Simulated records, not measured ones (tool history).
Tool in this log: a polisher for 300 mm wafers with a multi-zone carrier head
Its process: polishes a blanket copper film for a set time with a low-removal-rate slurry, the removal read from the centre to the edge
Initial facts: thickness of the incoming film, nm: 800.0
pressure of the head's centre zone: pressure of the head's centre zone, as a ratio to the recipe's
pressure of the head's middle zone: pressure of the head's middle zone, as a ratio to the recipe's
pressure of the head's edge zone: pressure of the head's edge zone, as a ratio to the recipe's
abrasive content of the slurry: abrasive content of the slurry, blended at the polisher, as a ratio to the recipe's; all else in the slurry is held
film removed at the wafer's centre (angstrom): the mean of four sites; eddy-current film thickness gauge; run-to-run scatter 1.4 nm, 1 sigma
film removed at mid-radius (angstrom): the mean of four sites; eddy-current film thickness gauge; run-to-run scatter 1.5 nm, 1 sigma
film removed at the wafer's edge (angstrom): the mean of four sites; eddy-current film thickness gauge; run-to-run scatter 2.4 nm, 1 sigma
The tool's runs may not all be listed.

run,hour,flow of slurry (ml/min),pressure of the head's centre zone,pressure of the head's middle zone,pressure of the head's edge zone,abrasive content of the slurry,polishing time (s),film removed at the wafer's centre (angstrom),film removed at mid-radius (angstrom),film removed at the wafer's edge (angstrom)
1,0,250,1,1,1,1,57,1756.4,1865.1,1851.1
2,5.2,205,1,1,1,1,57,1696.3,1806.4,1802.6
3,8.3,205,1,1,1,0.85,57,1673.5,1761.6,1735.2
4,13.1,230,1.03,1.02,1.04,1,57,1806.2,1857.7,1805.3
5,14.4,250,1.03,1.01,1.05,1.1,58,1856.9,1930.4,1920.1
6,18.7,270,1.04,1.01,1.06,1.2,59,1994.7,1980.2,2013.8
7,20.4,285,1.04,1.02,1.07,1.25,60,2035.9,2074.6,2088.9
8,21.2,295,1.04,1.03,1.09,1.3,61,2098.3,2130.1,2181.7
9,25.6,295,1.04,1.03,1.09,1.3,61,2092.1,2136.1,2152.1
10,32.2,305,1.04,1.03,1.1,1.35,62,2144.2,2230.9,2191.9
11,36,305,1.04,1.02,1.12,1.4,63,2191.8,2258.2,2254
12,37.9,320,1.04,1.02,1.13,1.4,63,2205.5,2245,2288.2
13,44.6,325,1.04,1.02,1.14,1.4,63,2199.4,2232.7,2307.2
14,47,330,1.05,1.03,1.15,1.4,63,2205.2,2253.5,2345.6

What will run 15 give?
15,53.6,335,1.06,1.04,1.15,1.4,63,?,?,?

{"run 15": {"film removed at the wafer's centre (angstrom)": 2241.9, "film removed at mid-radius (angstrom)": 2302.7, "film removed at the wafer's edge (angstrom)": 2324.8}}

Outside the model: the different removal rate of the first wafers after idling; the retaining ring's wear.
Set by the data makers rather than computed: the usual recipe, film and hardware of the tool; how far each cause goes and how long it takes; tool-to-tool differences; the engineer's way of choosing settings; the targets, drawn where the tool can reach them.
